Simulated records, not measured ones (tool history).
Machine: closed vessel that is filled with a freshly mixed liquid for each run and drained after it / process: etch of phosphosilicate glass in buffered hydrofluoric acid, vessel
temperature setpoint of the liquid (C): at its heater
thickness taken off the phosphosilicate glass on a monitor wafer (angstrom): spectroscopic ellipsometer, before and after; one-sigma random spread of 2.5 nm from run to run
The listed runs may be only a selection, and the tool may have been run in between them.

| run | hour | temperature setpoint of the liquid (C) | parts of 40 % ammonium fluoride to one part of 49 % hydrofluoric acid (parts by volume) | time in the liquid (s) | thickness taken off the phosphosilicate glass on a monitor wafer (angstrom) |
|---|---|---|---|---|---|
| 1 | 0.0 | 21.0 | 12.0 | 100 | 2584.9 |
| 2 | 2.5 | 23.5 | 12.0 | 100 | 2930.4 |
| 3 | 6.3 | 26.5 | 12.0 | 100 | 3448.1 |
| 4 | 12.3 | 27.0 | 11.5 | 100 | 3705.5 |
| 5 | 14.0 | 27.5 | 11.0 | 100 | 4007.1 |
| 6 | 22.0 | 27.5 | 10.5 | 100 | 4181.3 |
| 7 | 29.6 | 27.5 | 10.0 | 100 | 4365.1 |
|  | 38.6 | thermometer replaced |
| 8 | 38.6 | 27.5 | 9.5 | 100 | 4306.2 |

What will run 9 give?
| 9 | 45.5 | 27.5 | 9.0 | 100 | ? |

Run 9 measured thickness taken off the phosphosilicate glass on a monitor wafer (angstrom) 4444.9.
